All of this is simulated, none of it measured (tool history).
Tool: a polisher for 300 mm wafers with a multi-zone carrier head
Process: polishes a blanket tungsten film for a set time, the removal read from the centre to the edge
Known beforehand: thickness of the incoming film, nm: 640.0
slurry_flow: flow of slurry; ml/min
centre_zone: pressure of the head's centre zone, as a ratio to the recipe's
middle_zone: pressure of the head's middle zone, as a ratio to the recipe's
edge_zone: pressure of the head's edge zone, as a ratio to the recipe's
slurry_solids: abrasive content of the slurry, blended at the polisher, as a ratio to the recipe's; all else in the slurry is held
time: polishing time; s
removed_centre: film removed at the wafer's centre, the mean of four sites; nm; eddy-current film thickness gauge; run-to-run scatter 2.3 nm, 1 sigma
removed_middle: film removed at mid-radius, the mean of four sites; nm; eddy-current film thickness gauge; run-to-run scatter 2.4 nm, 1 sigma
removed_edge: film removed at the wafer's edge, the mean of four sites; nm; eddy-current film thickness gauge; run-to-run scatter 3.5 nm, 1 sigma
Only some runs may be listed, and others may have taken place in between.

Run 1, hour 0.0: slurry_flow 260 ml/min, centre_zone 1.00, middle_zone 1.00, edge_zone 1.00, slurry_solids 1.00, time 32 s. Result: removed_centre 186.87 nm, removed_middle 187.81 nm, removed_edge 189.45 nm.
Run 2, hour 3.1: slurry_flow 260 ml/min, centre_zone 0.98, middle_zone 1.00, edge_zone 1.04, slurry_solids 1.10, time 33 s. Result: removed_centre 191.33 nm, removed_middle 200.00 nm, removed_edge 198.25 nm.
Run 3, hour 9.3: slurry_flow 260 ml/min, centre_zone 0.89, middle_zone 1.00, edge_zone 1.04, slurry_solids 1.10, time 33 s. Result: removed_centre 174.65 nm, removed_middle 198.57 nm, removed_edge 206.54 nm.
Run 4, hour 16.8: slurry_flow 265 ml/min, centre_zone 0.89, middle_zone 0.98, edge_zone 1.06, slurry_solids 1.20, time 34 s. Result: removed_centre 183.55 nm, removed_middle 204.20 nm, removed_edge 207.97 nm.
Run 5, hour 24.7: slurry_flow 255 ml/min, centre_zone 0.89, middle_zone 0.97, edge_zone 1.08, slurry_solids 1.15, time 36 s. Result: removed_centre 194.51 nm, removed_middle 212.92 nm, removed_edge 226.73 nm.
Run 6, hour 27.5: slurry_flow 255 ml/min, centre_zone 0.89, middle_zone 0.97, edge_zone 1.08, slurry_solids 1.35, time 36 s. Result: removed_centre 196.77 nm, removed_middle 215.38 nm, removed_edge 235.67 nm.
Run 7, hour 29.4: slurry_flow 250 ml/min, centre_zone 0.90, middle_zone 0.98, edge_zone 1.09, slurry_solids 1.40, time 37 s. Result: removed_centre 203.47 nm, removed_middle 227.78 nm, removed_edge 244.23 nm.
Run 8, hour 31.8: slurry_flow 250 ml/min, centre_zone 0.90, middle_zone 0.98, edge_zone 1.11, slurry_solids 1.45, time 37 s. Result: removed_centre 205.05 nm, removed_middle 228.79 nm, removed_edge 245.80 nm.

The next listed run, before its measurement:
Run 9, hour 39.7: slurry_flow 250 ml/min, centre_zone 0.90, middle_zone 0.97, edge_zone 1.12, slurry_solids 1.45, time 38 s. Result: removed_centre ?, removed_middle ?, removed_edge ?.

Run 9 yielded removed_centre 211.33 nm, removed_middle 229.19 nm, removed_edge 248.21 nm.
